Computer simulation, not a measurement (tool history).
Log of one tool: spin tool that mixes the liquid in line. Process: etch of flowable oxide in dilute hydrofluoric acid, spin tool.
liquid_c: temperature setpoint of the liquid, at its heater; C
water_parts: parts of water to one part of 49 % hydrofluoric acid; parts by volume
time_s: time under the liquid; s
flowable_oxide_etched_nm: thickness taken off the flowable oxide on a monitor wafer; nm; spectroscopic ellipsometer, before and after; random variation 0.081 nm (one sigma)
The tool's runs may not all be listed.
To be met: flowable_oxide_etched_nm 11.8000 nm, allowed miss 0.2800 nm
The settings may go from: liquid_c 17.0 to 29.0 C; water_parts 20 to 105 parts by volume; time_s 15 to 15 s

| run | hour | liquid_c | water_parts | time_s | flowable_oxide_etched_nm |
|---|---|---|---|---|---|
| 1 | 0.0 | 21.0 | 55 | 15 | 7.9028 |
| 2 | 7.0 | 21.0 | 55 | 15 | 7.9718 |
| 3 | 7.8 | 23.0 | 55 | 15 | 8.5913 |
| 4 | 12.5 | 24.5 | 55 | 15 | 9.1097 |
| 5 | 18.7 | 24.5 | 45 | 15 | 11.3460 |
| 6 | 20.2 | 22.0 | 45 | 15 | 10.2670 |
| 7 | 23.7 | 23.0 | 45 | 15 | 10.6920 |
| 8 | 32.0 | 23.5 | 45 | 15 | 10.9560 |

Which of these 4 next moves meets every target?
| A | 40.3 | 24.0 | 40 | 15 | ? |
| B | 40.3 | 25.5 | 45 | 15 | ? |
| C | 40.3 | 23.5 | 40 | 15 | ? |
| D | 40.3 | 21.0 | 40 | 15 | ? |

| move | flowable_oxide_etched_nm |
|---|---|
| A | 12.8370 |
| B | 12.0550 |
| C | 12.5730 |
| D | 11.3180 |
A: takes the result that was furthest off past its target
B: meets every target
C: takes the result that was furthest off past its target
D: nearer than the last run, and not there yet
Move B is the one to make.
